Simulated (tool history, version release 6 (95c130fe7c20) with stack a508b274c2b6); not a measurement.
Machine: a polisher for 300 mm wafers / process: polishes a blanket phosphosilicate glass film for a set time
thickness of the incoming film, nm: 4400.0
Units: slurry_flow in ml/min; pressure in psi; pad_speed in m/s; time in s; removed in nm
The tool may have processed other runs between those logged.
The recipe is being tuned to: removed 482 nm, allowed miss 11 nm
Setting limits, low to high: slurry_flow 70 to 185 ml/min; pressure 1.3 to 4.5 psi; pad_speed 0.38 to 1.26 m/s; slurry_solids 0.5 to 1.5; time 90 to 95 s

| run | hour | slurry_flow | pressure | pad_speed | slurry_solids | time | removed |
|---|---|---|---|---|---|---|---|
| 1 | 0 | 120 | 2.9 | 0.82 | 1 | 90 | 648.38 |
| 2 | 6.6 | 120 | 2.9 | 0.82 | 1 | 90 | 662.6 |
| 3 | 13.5 | 140 | 2.9 | 0.82 | 1 | 90 | 682.54 |
| 4 | 18.9 | 130 | 2.8 | 0.82 | 1 | 90 | 649.93 |
| 5 | 24 | 155 | 2.8 | 0.82 | 1 | 90 | 669.59 |
| 6 | 32.6 | 135 | 2.8 | 0.82 | 1 | 90 | 650.36 |
| 7 | 34 | 125 | 2.7 | 0.82 | 1 | 90 | 619.29 |
| 8 | 41.1 | 95 | 2 | 0.82 | 1 | 90 | 450.82 |
| 9 | 42.9 | 100 | 2 | 0.82 | 1 | 90 | 456.37 |
| 10 | 44 | 105 | 2 | 0.82 | 1 | 90 | 460.05 |
| 11 | 52.9 | 110 | 2 | 0.82 | 1 | 90 | 468.65 |

4 next moves are on the table. One of them brings every result within its allowed miss. Which?
| A | 61.8 | 145 | 2 | 0.82 | 0.95 | 90 | ? |
| B | 61.8 | 115 | 1.7 | 0.92 | 0.9 | 93 | ? |
| C | 61.8 | 115 | 1.5 | 0.86 | 1.1 | 95 | ? |
| D | 61.8 | 115 | 1.6 | 0.86 | 1.1 | 93 | ? |

| move | removed |
|---|---|
| A | 489.63 |
| B | 451.69 |
| C | 435.29 |
| D | 447.76 |
A: every result lands within tolerance
B: further off than the last run
C: further off than the last run
D: further off than the last run
Correct choice: A, which meets every target

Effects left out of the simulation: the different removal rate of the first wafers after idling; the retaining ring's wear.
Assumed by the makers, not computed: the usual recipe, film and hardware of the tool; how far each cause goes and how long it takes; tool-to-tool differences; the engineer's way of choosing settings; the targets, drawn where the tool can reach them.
